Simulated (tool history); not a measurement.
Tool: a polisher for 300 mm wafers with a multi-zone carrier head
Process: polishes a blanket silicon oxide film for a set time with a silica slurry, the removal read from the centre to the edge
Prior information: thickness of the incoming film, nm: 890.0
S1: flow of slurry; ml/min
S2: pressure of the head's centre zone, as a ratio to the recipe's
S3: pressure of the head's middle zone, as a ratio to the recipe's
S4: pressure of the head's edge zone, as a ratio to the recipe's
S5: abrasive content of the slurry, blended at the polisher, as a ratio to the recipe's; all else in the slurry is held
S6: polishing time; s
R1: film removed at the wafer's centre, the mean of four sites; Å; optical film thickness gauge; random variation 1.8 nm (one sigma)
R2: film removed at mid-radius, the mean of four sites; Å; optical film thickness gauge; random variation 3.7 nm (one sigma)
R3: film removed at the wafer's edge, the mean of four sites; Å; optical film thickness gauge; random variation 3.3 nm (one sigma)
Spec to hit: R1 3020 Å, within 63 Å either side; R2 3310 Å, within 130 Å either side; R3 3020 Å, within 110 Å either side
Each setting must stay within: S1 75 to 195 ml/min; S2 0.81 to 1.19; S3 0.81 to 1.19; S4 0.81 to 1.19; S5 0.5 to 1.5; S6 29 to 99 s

run 1 day=0 | S1=125 S2=1 S3=1 S4=1 S5=1 S6=64 | R1=1981 R2=1882.4 R3=1967.1
run 2 day=0.188 | S1=125 S2=1 S3=0.96 S4=1 S5=1 S6=64 | R1=1991.5 R2=1847.7 R3=1958.5
run 3 day=0.267 | S1=140 S2=0.99 S3=1.04 S4=1 S5=1.15 S6=67 | R1=2249.7 R2=2198 R3=2236.1
run 4 day=0.379 | S1=140 S2=0.99 S3=1.04 S4=1 S5=1.15 S6=74 | R1=2466.3 R2=2431.2 R3=2434.9
run 5 day=0.696 | S1=140 S2=0.99 S3=1.04 S4=0.92 S5=1.15 S6=74 | R1=2479.4 R2=2414.6 R3=2343.7
run 6 day=0.729 | S1=140 S2=0.99 S3=1.04 S4=0.92 S5=1 S6=74 | R1=2347.6 R2=2257.5 R3=2249.4
run 7 day=1.008 | S1=150 S2=0.99 S3=1.09 S4=0.97 S5=1.15 S6=74 | R1=2551.2 R2=2588.7 R3=2410.4
run 8 day=1.129 | S1=155 S2=0.99 S3=1.11 S4=1.03 S5=1.25 S6=74 | R1=2605.5 R2=2694 R3=2546.3
run 9 day=1.317 | S1=160 S2=0.99 S3=1.13 S4=1.06 S5=1.35 S6=75 | R1=2759.2 R2=2913.8 R3=2763.6
run 10 day=1.654 | S1=170 S2=0.99 S3=1.15 S4=1.08 S5=1.4 S6=75 | R1=2804.3 R2=3040.8 R3=2854.2
run 11 day=1.721 | S1=175 S2=1 S3=1.16 S4=1.09 S5=1.45 S6=75 | R1=2904 R2=3083.5 R3=2914.5
run 12 day=1.962 | S1=180 S2=1 S3=1.17 S4=1.09 S5=1.45 S6=75 | R1=2901.1 R2=3142.8 R3=2866.9
run 13 day=2.217 | S1=180 S2=1 S3=1.18 S4=1.1 S5=1.45 S6=75 | R1=2936 R2=3099.2 R3=2917
run 14 day=2.579 | S1=180 S2=0.99 S3=1.18 S4=1.09 S5=1.45 S6=76 | R1=2908.3 R2=3189.2 R3=2900.2

Of the 4 settings listed for the next run, only one would bring every result within its allowed miss of target. Which one?
run A day=2.942 | S1=195 S2=1.11 S3=1.19 S4=0.99 S5=1.4 S6=72 | R1=? R2=? R3=?
run B day=2.942 | S1=185 S2=0.98 S3=1.18 S4=1.07 S5=1.4 S6=80 | R1=? R2=? R3=?
run C day=2.942 | S1=145 S2=0.92 S3=1.17 S4=1.15 S5=1.5 S6=82 | R1=? R2=? R3=?
run D day=2.942 | S1=170 S2=1.1 S3=1.19 S4=1.06 S5=1.3 S6=77 | R1=? R2=? R3=?

move=A R1=3116.5 R2=3039.8 R3=2665.2
move=B R1=3026.2 R2=3327.3 R3=3057.8
move=C R1=2831.7 R2=3312.7 R3=3220.3
move=D R1=3138.4 R2=3097.1 R3=2824.4
A: takes the biggest miss from the last run beyond its target
B: every result within its allowed miss
C: further off than the last run
D: takes the biggest miss from the last run beyond its target
The move that meets every target is B.
